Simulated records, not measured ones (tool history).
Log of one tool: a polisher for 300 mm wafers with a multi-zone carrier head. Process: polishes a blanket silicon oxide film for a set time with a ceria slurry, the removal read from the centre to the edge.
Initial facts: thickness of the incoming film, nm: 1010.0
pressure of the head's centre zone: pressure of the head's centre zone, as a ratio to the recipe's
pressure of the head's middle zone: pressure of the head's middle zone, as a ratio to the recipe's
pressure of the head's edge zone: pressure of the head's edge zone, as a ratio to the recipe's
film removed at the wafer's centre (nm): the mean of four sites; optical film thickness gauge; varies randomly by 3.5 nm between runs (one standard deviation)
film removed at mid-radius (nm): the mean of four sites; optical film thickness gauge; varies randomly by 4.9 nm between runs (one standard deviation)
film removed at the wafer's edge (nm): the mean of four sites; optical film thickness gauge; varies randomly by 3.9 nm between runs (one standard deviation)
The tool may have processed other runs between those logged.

run,hour,flow of slurry (ml/min),pressure of the head's centre zone,pressure of the head's middle zone,pressure of the head's edge zone,polishing time (s),film removed at the wafer's centre (nm),film removed at mid-radius (nm),film removed at the wafer's edge (nm)
1,0.0,170,1.00,1.00,1.00,52,332.88,325.86,321.45
2,3.3,170,1.00,1.00,1.00,62,396.86,381.78,382.22
3,11.6,170,1.00,1.03,1.00,62,394.81,391.59,382.50
4,12.4,180,1.01,1.02,1.01,62,403.11,393.36,385.09
5,19.0,180,1.01,1.02,1.01,49,318.16,309.95,312.88
6,26.2,180,1.01,1.02,1.01,44,287.02,277.81,271.97

What does the tool deliver on the next run?
7,27.5,180,1.01,1.02,1.01,44,?,?,?

Run 7 measured film removed at the wafer's centre (nm) 290.46, film removed at mid-radius (nm) 275.55, film removed at the wafer's edge (nm) 272.04.
